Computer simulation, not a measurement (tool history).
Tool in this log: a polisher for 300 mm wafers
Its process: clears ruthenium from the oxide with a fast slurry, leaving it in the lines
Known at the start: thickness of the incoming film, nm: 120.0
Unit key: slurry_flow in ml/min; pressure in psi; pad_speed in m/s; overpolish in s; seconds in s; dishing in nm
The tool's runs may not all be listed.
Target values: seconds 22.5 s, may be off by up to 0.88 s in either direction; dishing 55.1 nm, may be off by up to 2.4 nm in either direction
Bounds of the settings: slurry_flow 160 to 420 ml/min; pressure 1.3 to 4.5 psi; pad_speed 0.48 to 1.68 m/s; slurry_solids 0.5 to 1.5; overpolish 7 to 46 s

Run 1, day 0: slurry_flow 270 ml/min, pressure 2.9 psi, pad_speed 1.08 m/s, slurry_solids 1, overpolish 24 s. Result: seconds 26.552 s, dishing 51.418 nm.
Run 2, day 0.092: slurry_flow 270 ml/min, pressure 2.9 psi, pad_speed 1.08 m/s, slurry_solids 1, overpolish 17 s. Result: seconds 26.557 s, dishing 42.128 nm.
Run 3, day 0.129: slurry_flow 220 ml/min, pressure 2.9 psi, pad_speed 1.08 m/s, slurry_solids 1, overpolish 17 s. Result: seconds 27.269 s, dishing 41.723 nm.
Run 4, day 0.279: slurry_flow 165 ml/min, pressure 2.9 psi, pad_speed 1.08 m/s, slurry_solids 1, overpolish 17 s. Result: seconds 28.513 s, dishing 41.196 nm.
Run 5, day 0.404: slurry_flow 170 ml/min, pressure 3 psi, pad_speed 1.08 m/s, slurry_solids 1, overpolish 18 s. Result: seconds 27.441 s, dishing 42.356 nm.
Run 6, day 0.604: slurry_flow 170 ml/min, pressure 2.3 psi, pad_speed 1.08 m/s, slurry_solids 1, overpolish 18 s. Result: seconds 32.486 s, dishing 38.14 nm.
Run 7, day 0.646: slurry_flow 175 ml/min, pressure 2.5 psi, pad_speed 1.08 m/s, slurry_solids 1, overpolish 19 s. Result: seconds 30.316 s, dishing 41.669 nm.
Run 8, day 0.712: slurry_flow 175 ml/min, pressure 2.7 psi, pad_speed 1.08 m/s, slurry_solids 1, overpolish 20 s. Result: seconds 29.552 s, dishing 44.629 nm.
Run 9, day 0.954: slurry_flow 180 ml/min, pressure 2.8 psi, pad_speed 1.08 m/s, slurry_solids 1, overpolish 20 s. Result: seconds 28.393 s, dishing 44.825 nm.
Run 10, day 1.204: slurry_flow 180 ml/min, pressure 2.9 psi, pad_speed 1.08 m/s, slurry_solids 1, overpolish 20 s. Result: seconds 28.538 s, dishing 45.411 nm.
Run 11, day 1.417: slurry_flow 190 ml/min, pressure 3 psi, pad_speed 1.08 m/s, slurry_solids 1, overpolish 20 s. Result: seconds 27.4 s, dishing 46.835 nm.
Run 12, day 1.642: slurry_flow 195 ml/min, pressure 3.1 psi, pad_speed 1.08 m/s, slurry_solids 1, overpolish 20 s. Result: seconds 26.4 s, dishing 47.531 nm.
Run 13, day 1.712: slurry_flow 200 ml/min, pressure 3.2 psi, pad_speed 1.08 m/s, slurry_solids 1, overpolish 20 s. Result: seconds 25.672 s, dishing 47.449 nm.
Run 14, day 2.008: slurry_flow 205 ml/min, pressure 3.3 psi, pad_speed 1.08 m/s, slurry_solids 1, overpolish 20 s. Result: seconds 25.249 s, dishing 49.065 nm.
Run 15, day 2.3: slurry_flow 210 ml/min, pressure 3.4 psi, pad_speed 1.08 m/s, slurry_solids 1, overpolish 20 s. Result: seconds 24.768 s, dishing 50.079 nm.
Run 16, day 2.433: slurry_flow 215 ml/min, pressure 3.5 psi, pad_speed 1.08 m/s, slurry_solids 1, overpolish 20 s. Result: seconds 24.177 s, dishing 48.998 nm.

Which of these 5 next moves meets every target?
Run A, day 2.567: slurry_flow 200 ml/min, pressure 4.1 psi, pad_speed 0.9 m/s, slurry_solids 1, overpolish 28 s. Result: seconds ?, dishing ?.
Run B, day 2.567: slurry_flow 205 ml/min, pressure 4 psi, pad_speed 1.26 m/s, slurry_solids 0.8, overpolish 22 s. Result: seconds ?, dishing ?.
Run C, day 2.567: slurry_flow 160 ml/min, pressure 3.5 psi, pad_speed 1.02 m/s, slurry_solids 1.1, overpolish 22 s. Result: seconds ?, dishing ?.
Run D, day 2.567: slurry_flow 240 ml/min, pressure 3.7 psi, pad_speed 1.38 m/s, slurry_solids 0.8, overpolish 16 s. Result: seconds ?, dishing ?.
Run E, day 2.567: slurry_flow 185 ml/min, pressure 4.1 psi, pad_speed 0.8 m/s, slurry_solids 1, overpolish 18 s. Result: seconds ?, dishing ?.

move  seconds  dishing
   A   25.053    59.87
   B   23.115   54.959
   C   25.446   51.989
   D   22.386    46.16
   E    27.24   43.811
A: carries the result that was furthest off beyond its target, to the other side
B: hits every target within its allowed miss
C: misses by more than the last run did
D: misses by more than the last run did
E: misses by more than the last run did
The right move is B.
